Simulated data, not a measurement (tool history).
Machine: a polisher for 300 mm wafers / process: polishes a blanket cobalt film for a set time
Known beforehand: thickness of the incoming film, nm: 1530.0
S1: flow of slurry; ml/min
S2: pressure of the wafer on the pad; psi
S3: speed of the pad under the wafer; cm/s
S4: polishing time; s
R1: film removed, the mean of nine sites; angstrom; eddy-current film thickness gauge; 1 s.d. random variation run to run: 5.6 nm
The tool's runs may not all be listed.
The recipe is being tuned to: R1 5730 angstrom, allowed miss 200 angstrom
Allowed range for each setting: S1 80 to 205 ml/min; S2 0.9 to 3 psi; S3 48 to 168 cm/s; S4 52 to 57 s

run	hour	S1	S2	S3	S4	R1
1	0	135	1.9	108	57	3217.4
2	6.1	135	2	108	57	3351.4
3	13.7	110	2	108	57	3208.5
4	15.6	115	2.1	108	57	3370.6
5	20.4	115	2.1	108	52	3028
6	21.8	120	2.2	110	52	3290.2
7	25.7	125	2.3	112	52	3483.5
8	27.3	125	2.9	132	53	5235.2
9	35	130	2.9	132	53	5228.2
10	43.2	140	3	134	53	5458.6

Next run, 5 choices. One meets every target within its allowed miss, the rest don't. Which?
A	51.4	115	3	124	57	?
B	51.4	140	2.8	142	52	?
C	51.4	145	3	134	55	?
D	51.4	150	2.5	142	55	?
E	51.4	145	3	124	54	?

move	R1
A	5402.8
B	5468.3
C	5840.5
D	5294
E	5316.8
A: its largest miss is bigger than the last run's
B: no nearer and no further than the last run
C: every result within its allowed miss
D: its largest miss is bigger than the last run's
E: its largest miss is bigger than the last run's
Go with C: it meets all targets.
